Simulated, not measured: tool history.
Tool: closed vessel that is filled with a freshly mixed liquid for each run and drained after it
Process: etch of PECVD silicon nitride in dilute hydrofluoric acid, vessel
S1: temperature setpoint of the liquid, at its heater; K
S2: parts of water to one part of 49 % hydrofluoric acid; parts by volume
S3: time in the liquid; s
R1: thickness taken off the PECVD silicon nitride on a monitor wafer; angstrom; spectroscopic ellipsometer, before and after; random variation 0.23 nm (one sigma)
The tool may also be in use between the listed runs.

run	hour	S1	S2	S3	R1
1	0	298.15	130	355	99.598
2	2.3	300.65	105	355	145.19
3	5	302.65	90	355	194.24
4	9	300.65	90	355	171.46
5	17.7	300.65	90	380	179.32
# hour 21.1: hydrofluoric acid flow meter replaced
6	21.1	302.65	85	380	232.41

The next listed run, before its measurement:
7	23.5	303.65	85	380	?

R1: 250.87 angstrom
